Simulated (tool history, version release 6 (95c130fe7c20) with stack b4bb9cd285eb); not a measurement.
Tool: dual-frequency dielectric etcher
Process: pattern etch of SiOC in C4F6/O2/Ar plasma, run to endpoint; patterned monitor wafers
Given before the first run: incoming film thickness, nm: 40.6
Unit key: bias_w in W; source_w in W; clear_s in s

run	hour	bias_w	source_w	clear_s
1	0.0	409	350	16.295
2	2.9	409	390	15.693
3	11.7	363	370	16.722
4	18.9	363	310	17.772
5	27.6	345	310	17.952
6	30.7	391	310	17.363
7	32.1	364	300	18.109

For run 8, what comes out?
8	33.9	350	300	?

{"run 8": {"clear_s": 18.191}}

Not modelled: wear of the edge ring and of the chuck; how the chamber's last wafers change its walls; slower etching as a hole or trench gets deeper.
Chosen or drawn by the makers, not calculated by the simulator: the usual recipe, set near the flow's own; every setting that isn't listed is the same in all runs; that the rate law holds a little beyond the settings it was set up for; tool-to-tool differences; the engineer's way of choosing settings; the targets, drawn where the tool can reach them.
